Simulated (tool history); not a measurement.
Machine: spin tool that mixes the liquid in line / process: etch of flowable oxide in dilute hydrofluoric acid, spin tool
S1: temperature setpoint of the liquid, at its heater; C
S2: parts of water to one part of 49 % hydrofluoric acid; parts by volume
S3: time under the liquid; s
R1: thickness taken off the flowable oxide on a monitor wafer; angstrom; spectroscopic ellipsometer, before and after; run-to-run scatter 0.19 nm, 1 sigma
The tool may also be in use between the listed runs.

run    day    S1   S2   S3      R1
  1      0    24  300  280  332.65
  2  0.342    24  390  280  235.51
  3  0.562    26  390  280  252.61
  4  0.879  23.5  390  280   233.4
  5  1.083  23.5  390  280  232.98
  6  1.175    22  390  280  220.14
  7  1.388    23  375  280  238.94
  8    1.7    24  360  280  261.92
  9  2.062    25  345  280  287.85

The next listed run, before its measurement:
 10  2.125  26  330  280   ?

R1: 316.03 angstrom
